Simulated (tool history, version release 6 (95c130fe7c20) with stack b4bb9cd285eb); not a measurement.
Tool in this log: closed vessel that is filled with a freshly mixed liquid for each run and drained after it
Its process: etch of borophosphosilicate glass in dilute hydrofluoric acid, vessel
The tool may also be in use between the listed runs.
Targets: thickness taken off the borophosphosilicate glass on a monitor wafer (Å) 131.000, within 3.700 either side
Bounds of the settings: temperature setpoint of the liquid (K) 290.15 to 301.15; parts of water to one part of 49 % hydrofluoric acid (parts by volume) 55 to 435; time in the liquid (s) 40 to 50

run	hour	temperature setpoint of the liquid (K)	parts of water to one part of 49 % hydrofluoric acid (parts by volume)	time in the liquid (s)	thickness taken off the borophosphosilicate glass on a monitor wafer (Å)
1	0.0	293.15	245	50	41.868
2	5.8	293.15	245	40	33.874
3	8.5	293.15	330	40	22.992
4	13.8	293.15	330	50	28.825
5	20.8	295.15	265	50	40.946
6	24.0	296.65	220	50	54.634
7	26.3	297.65	185	50	70.003
8	29.5	301.15	90	50	184.370
9	34.4	300.15	90	50	177.320
10	42.5	298.65	90	50	166.160

Next run, 4 choices. One meets every target within its allowed miss, the rest don't. Which?
A	50.6	297.65	75	50	?
B	50.6	301.15	70	50	?
C	50.6	298.65	90	45	?
D	50.6	301.15	110	45	?

move	thickness taken off the borophosphosilicate glass on a monitor wafer (Å)
A	195.520
B	242.330
C	149.660
D	131.380
A: its largest miss is bigger than the last run's
B: its largest miss is bigger than the last run's
C: moves toward the targets from the last run without getting all of them in spec
D: each result inside its tolerance
The right move is D.
